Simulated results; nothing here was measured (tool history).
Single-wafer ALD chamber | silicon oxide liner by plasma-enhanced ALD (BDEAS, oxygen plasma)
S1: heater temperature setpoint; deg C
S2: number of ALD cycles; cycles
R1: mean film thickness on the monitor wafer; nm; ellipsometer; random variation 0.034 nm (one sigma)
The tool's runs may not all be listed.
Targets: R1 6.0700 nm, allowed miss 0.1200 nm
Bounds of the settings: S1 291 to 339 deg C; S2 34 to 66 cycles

{"run": 1, "hour": 0.0, "S1": 315, "S2": 50, "R1": 4.8167}
{"run": 2, "hour": 6.5, "S1": 315, "S2": 52, "R1": 5.0435}
{"run": 3, "hour": 9.8, "S1": 315, "S2": 47, "R1": 4.5334}
{"run": 4, "hour": 14.1, "S1": 315, "S2": 53, "R1": 5.0855}
{"run": 5, "hour": 20.4, "S1": 315, "S2": 47, "R1": 4.534}
{"run": 6, "hour": 22.0, "S1": 322, "S2": 47, "R1": 4.4543}
{"run": 7, "hour": 28.2, "S1": 320, "S2": 49, "R1": 4.7038}
{"run": 8, "hour": 30.6, "S1": 320, "S2": 51, "R1": 4.8162}
{"run": 9, "hour": 37.6, "S1": 316, "S2": 59, "R1": 5.6989}
{"run": 10, "hour": 41.9, "S1": 315, "S2": 59, "R1": 5.6516}
{"run": 11, "hour": 43.9, "S1": 314, "S2": 60, "R1": 5.8043}
{"run": 12, "hour": 49.8, "S1": 313, "S2": 60, "R1": 5.8043}
{"run": 13, "hour": 55.7, "S1": 311, "S2": 61, "R1": 5.9229}

5 next moves are on the table. One of them brings every result within its allowed miss. Which?
{"run": "A", "hour": 61.6, "S1": 317, "S2": 60, "R1": "?"}
{"run": "B", "hour": 61.6, "S1": 311, "S2": 59, "R1": "?"}
{"run": "C", "hour": 61.6, "S1": 312, "S2": 59, "R1": "?"}
{"run": "D", "hour": 61.6, "S1": 323, "S2": 60, "R1": "?"}
{"run": "E", "hour": 61.6, "S1": 308, "S2": 62, "R1": "?"}

move=A R1=5.7390
move=B R1=5.6986
move=C R1=5.6894
move=D R1=5.6828
move=E R1=6.0175
A: further off than the last run
B: further off than the last run
C: further off than the last run
D: further off than the last run
E: meets every target
Answer: E
